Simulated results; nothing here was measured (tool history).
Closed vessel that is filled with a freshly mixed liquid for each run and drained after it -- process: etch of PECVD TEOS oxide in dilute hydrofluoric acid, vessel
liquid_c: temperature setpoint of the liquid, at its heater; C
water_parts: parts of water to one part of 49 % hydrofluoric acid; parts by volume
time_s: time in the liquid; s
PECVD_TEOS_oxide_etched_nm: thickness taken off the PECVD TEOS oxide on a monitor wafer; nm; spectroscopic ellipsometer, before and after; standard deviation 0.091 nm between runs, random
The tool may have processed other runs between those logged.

Run 1, hour 0.0: liquid_c 26.0 C, water_parts 60 parts by volume, time_s 35 s. Result: PECVD_TEOS_oxide_etched_nm 16.325 nm.
Run 2, hour 7.3: liquid_c 24.0 C, water_parts 65 parts by volume, time_s 35 s. Result: PECVD_TEOS_oxide_etched_nm 13.823 nm.
Run 3, hour 13.4: liquid_c 22.5 C, water_parts 65 parts by volume, time_s 35 s. Result: PECVD_TEOS_oxide_etched_nm 13.153 nm.
Run 4, hour 15.0: liquid_c 24.5 C, water_parts 65 parts by volume, time_s 35 s. Result: PECVD_TEOS_oxide_etched_nm 14.200 nm.
Run 5, hour 22.3: liquid_c 24.5 C, water_parts 65 parts by volume, time_s 35 s. Result: PECVD_TEOS_oxide_etched_nm 14.147 nm.
Run 6, hour 29.7: liquid_c 24.5 C, water_parts 45 parts by volume, time_s 35 s. Result: PECVD_TEOS_oxide_etched_nm 20.691 nm.
Run 7, hour 33.5: liquid_c 23.0 C, water_parts 55 parts by volume, time_s 35 s. Result: PECVD_TEOS_oxide_etched_nm 15.735 nm.
Run 8, hour 36.7: liquid_c 21.5 C, water_parts 60 parts by volume, time_s 35 s. Result: PECVD_TEOS_oxide_etched_nm 13.491 nm.
Run 9, hour 44.8: liquid_c 20.5 C, water_parts 65 parts by volume, time_s 35 s. Result: PECVD_TEOS_oxide_etched_nm 11.957 nm.

What will run 10 give?
At hour 49.0: thermometer replaced.
Run 10, hour 49.0: liquid_c 20.0 C, water_parts 65 parts by volume, time_s 35 s. Result: PECVD_TEOS_oxide_etched_nm ?.

{"run 10": {"PECVD_TEOS_oxide_etched_nm": 12.254}}
